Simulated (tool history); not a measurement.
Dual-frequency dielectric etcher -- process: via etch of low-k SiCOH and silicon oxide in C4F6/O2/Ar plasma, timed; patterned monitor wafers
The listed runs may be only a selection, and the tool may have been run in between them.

run  hour  source power (kW)  bias power (kW)  etch time (s)  mean etch depth across the wafer (Å)
  1     0               0.42            0.189             47                                1249.6
  2   8.4               0.42            0.189           42.5                                1123.2
  3  14.6               0.44            0.197             43                                1168.3
  4  16.9               0.46            0.205           43.5                                1210.8
  5  24.5               0.46            0.237           43.5                                1256.6
  6  25.9               0.47            0.241             44                                1285.5
  7    29               0.48            0.244           44.5                                1304.6

Predict the results of run 8:
  8  36.5               0.49            0.247             45                                     ?

Run 8 produced mean etch depth across the wafer (Å) 1339.9.

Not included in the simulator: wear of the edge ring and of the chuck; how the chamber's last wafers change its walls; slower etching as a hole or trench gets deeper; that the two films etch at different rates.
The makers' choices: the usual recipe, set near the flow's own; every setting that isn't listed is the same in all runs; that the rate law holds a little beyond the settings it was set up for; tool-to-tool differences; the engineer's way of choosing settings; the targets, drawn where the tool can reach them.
